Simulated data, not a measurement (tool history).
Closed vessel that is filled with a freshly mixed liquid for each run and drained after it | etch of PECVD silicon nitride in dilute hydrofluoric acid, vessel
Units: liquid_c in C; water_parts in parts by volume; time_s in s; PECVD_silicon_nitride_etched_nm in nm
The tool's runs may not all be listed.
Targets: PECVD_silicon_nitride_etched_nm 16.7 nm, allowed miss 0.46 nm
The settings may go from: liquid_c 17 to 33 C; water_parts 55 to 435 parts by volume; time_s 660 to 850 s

run,hour,liquid_c,water_parts,time_s,PECVD_silicon_nitride_etched_nm
1,0,25,245,850,10.226
2,5.1,26,245,850,10.86
3,7.3,24.5,245,850,9.8773
4,13.4,21.5,245,850,8.2312
5,18.1,21.5,280,850,7.2222
6,21.9,19,280,850,6.174
7,27.7,20.5,275,850,6.8411
8,29.7,21.5,270,850,7.4382
9,38.2,22.5,265,850,8.1294
10,43.2,23.5,265,850,8.6072
11,49.7,24.5,260,850,9.4161
12,53.7,25.5,260,850,9.9393
13,56.7,26,260,850,10.252
14,65.9,26.5,260,850,10.457
15,72.9,27,260,850,10.816
16,82.2,27.5,260,850,11.255

Which of these 4 next moves meets every target?
A,91.5,28.5,195,835,?
B,91.5,29,205,850,?
C,91.5,32.5,230,835,?
D,91.5,29.5,180,835,?

move,PECVD_silicon_nitride_etched_nm
A,15.59
B,15.549
C,16.684
D,17.967
A: nearer than the last run, and not there yet
B: nearer than the last run, and not there yet
C: meets every target
D: takes the result that was furthest off past its target
The right move is C.
